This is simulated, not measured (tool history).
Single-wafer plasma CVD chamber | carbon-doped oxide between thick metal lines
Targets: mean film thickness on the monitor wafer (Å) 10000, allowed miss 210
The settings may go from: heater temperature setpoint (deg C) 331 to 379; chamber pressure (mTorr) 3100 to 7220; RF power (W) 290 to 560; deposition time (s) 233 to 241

| run | hour | heater temperature setpoint (deg C) | chamber pressure (mTorr) | RF power (W) | deposition time (s) | mean film thickness on the monitor wafer (Å) |
|---|---|---|---|---|---|---|
| 1 | 0.0 | 355 | 5160 | 425 | 233 | 11542 |
| 2 | 8.0 | 355 | 5160 | 425 | 241 | 11947 |
| 3 | 14.3 | 356 | 5020 | 415 | 241 | 11671 |
| 4 | 19.2 | 357 | 4870 | 410 | 241 | 11496 |
| 5 | 27.4 | 358 | 4730 | 405 | 241 | 11212 |
| 6 | 28.1 | 358 | 5360 | 405 | 241 | 11716 |
| 7 | 31.5 | 358 | 5150 | 400 | 241 | 11353 |
| 8 | 32.8 | 359 | 4980 | 400 | 241 | 11255 |
| 9 | 39.3 | 360 | 4830 | 400 | 241 | 11355 |
| 10 | 43.3 | 360 | 4720 | 395 | 241 | 11176 |
| 11 | 52.1 | 360 | 4650 | 390 | 241 | 10946 |
| 12 | 54.2 | 360 | 4650 | 390 | 241 | 11096 |
| 13 | 55.6 | 360 | 4590 | 385 | 241 | 10843 |
| 14 | 63.7 | 360 | 4490 | 380 | 241 | 10841 |
| 15 | 69.2 | 360 | 4390 | 375 | 241 | 10669 |

Which of these 5 next moves meets every target?
| A | 74.7 | 362 | 4820 | 430 | 241 | ? |
| B | 74.7 | 358 | 5370 | 405 | 241 | ? |
| C | 74.7 | 356 | 4210 | 360 | 233 | ? |
| D | 74.7 | 358 | 4040 | 405 | 241 | ? |
| E | 74.7 | 362 | 3440 | 390 | 241 | ? |

| move | mean film thickness on the monitor wafer (Å) |
|---|---|
| A | 11619 |
| B | 11636 |
| C | 10029 |
| D | 10893 |
| E | 10291 |
A: further off than the last run
B: further off than the last run
C: meets every target
D: further off than the last run
E: nearer than the last run, and not there yet
Answer: C
